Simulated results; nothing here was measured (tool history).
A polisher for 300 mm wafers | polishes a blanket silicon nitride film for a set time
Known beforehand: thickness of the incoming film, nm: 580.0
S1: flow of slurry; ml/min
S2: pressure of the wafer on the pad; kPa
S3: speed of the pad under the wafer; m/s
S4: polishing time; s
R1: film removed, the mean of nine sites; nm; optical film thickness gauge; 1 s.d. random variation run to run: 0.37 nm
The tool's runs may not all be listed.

run	day	S1	S2	S3	S4	R1
1	0	170	27.6	1.3	21	39.473
2	0.329	170	25.5	1.3	21	37.014
3	0.358	170	24.1	1.3	21	35.315
4	0.458	170	26.9	1.3	21	38.868
5	0.608	170	26.9	1.48	21	42.199
6	0.683	170	26.9	1.48	19	37.539
7	0.825	170	25.5	1.46	19	36.098

For run 8, what comes out?
8	1.058	170	25.5	1.46	19	?

R1: 35.394 nm
